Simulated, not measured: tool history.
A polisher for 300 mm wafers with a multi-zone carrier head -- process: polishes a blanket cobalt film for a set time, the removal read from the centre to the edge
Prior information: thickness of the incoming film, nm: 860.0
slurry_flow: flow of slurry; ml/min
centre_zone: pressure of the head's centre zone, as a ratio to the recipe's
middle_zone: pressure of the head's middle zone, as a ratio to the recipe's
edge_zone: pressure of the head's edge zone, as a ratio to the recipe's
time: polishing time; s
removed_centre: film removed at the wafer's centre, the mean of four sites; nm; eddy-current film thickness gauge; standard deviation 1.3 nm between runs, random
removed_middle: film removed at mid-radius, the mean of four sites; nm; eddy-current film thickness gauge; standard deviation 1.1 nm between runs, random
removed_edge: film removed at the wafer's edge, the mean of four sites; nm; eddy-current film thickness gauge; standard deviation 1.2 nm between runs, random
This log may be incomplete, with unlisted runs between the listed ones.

Run 1, hour 0: slurry_flow 260 ml/min, centre_zone 1, middle_zone 1, edge_zone 1, time 35 s. Result: removed_centre 121.28 nm, removed_middle 120.36 nm, removed_edge 123.98 nm.
Run 2, hour 8.8: slurry_flow 260 ml/min, centre_zone 1, middle_zone 0.96, edge_zone 1, time 35 s. Result: removed_centre 120.86 nm, removed_middle 116.39 nm, removed_edge 124.64 nm.
Run 3, hour 17.5: slurry_flow 260 ml/min, centre_zone 1, middle_zone 0.96, edge_zone 1, time 39 s. Result: removed_centre 135.16 nm, removed_middle 130.94 nm, removed_edge 139.3 nm.
Run 4, hour 18.5: slurry_flow 260 ml/min, centre_zone 1, middle_zone 0.96, edge_zone 0.94, time 39 s. Result: removed_centre 135.09 nm, removed_middle 130.42 nm, removed_edge 133.49 nm.
Run 5, hour 25.8: slurry_flow 260 ml/min, centre_zone 1, middle_zone 0.88, edge_zone 0.94, time 39 s. Result: removed_centre 136.24 nm, removed_middle 120.19 nm, removed_edge 135.52 nm.
Run 6, hour 34.2: slurry_flow 260 ml/min, centre_zone 1.05, middle_zone 0.88, edge_zone 0.94, time 39 s. Result: removed_centre 141.33 nm, removed_middle 119.57 nm, removed_edge 134.74 nm.
Run 7, hour 35.3: slurry_flow 280 ml/min, centre_zone 1.08, middle_zone 0.91, edge_zone 0.95, time 40 s. Result: removed_centre 149.46 nm, removed_middle 129.4 nm, removed_edge 140.55 nm.

Estimate the outcome of run 8 from the log above:
Run 8, hour 40.7: slurry_flow 280 ml/min, centre_zone 1.08, middle_zone 0.91, edge_zone 0.95, time 40 s. Result: removed_centre ?, removed_middle ?, removed_edge ?.

removed_centre: 151.01 nm
removed_middle: 129.34 nm
removed_edge: 138.83 nm

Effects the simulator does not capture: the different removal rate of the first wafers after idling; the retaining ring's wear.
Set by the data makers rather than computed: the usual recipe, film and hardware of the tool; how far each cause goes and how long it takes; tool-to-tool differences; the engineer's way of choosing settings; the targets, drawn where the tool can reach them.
